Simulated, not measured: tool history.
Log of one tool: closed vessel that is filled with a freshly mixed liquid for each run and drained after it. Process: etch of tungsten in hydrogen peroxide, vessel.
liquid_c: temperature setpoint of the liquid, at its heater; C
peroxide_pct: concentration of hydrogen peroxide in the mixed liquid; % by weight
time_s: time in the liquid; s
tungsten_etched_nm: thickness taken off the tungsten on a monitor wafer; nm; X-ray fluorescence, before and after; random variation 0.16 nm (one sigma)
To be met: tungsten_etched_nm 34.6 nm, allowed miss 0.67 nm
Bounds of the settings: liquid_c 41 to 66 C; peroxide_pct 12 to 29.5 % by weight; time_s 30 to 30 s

run 1 hour=0 | liquid_c=57 peroxide_pct=20 time_s=30 | tungsten_etched_nm=89.113
run 2 hour=5.7 | liquid_c=57 peroxide_pct=24 time_s=30 | tungsten_etched_nm=96.738
run 3 hour=14.6 | liquid_c=57 peroxide_pct=24 time_s=30 | tungsten_etched_nm=97.115
run 4 hour=20.1 | liquid_c=52 peroxide_pct=22.5 time_s=30 | tungsten_etched_nm=70.079
run 5 hour=28.5 | liquid_c=52 peroxide_pct=22.5 time_s=30 | tungsten_etched_nm=69.82
-- hour=36.6 peroxide flow meter replaced
run 6 hour=36.6 | liquid_c=52 peroxide_pct=22.5 time_s=30 | tungsten_etched_nm=72.095
run 7 hour=39 | liquid_c=48.5 peroxide_pct=20.5 time_s=30 | tungsten_etched_nm=55.659
run 8 hour=42.8 | liquid_c=41 peroxide_pct=19 time_s=30 | tungsten_etched_nm=33.216

4 next moves are on the table. One of them brings every result within its allowed miss. Which?
run A hour=46.6 | liquid_c=41.5 peroxide_pct=21 time_s=30 | tungsten_etched_nm=?
run B hour=46.6 | liquid_c=42.5 peroxide_pct=14 time_s=30 | tungsten_etched_nm=?
run C hour=46.6 | liquid_c=41 peroxide_pct=18.5 time_s=30 | tungsten_etched_nm=?
run D hour=46.6 | liquid_c=43.5 peroxide_pct=15 time_s=30 | tungsten_etched_nm=?

move=A tungsten_etched_nm=36.156
move=B tungsten_etched_nm=31.481
move=C tungsten_etched_nm=32.857
move=D tungsten_etched_nm=34.734
A: takes the result that was furthest off past its target
B: further off than the last run
C: further off than the last run
D: meets every target
The right move is D.
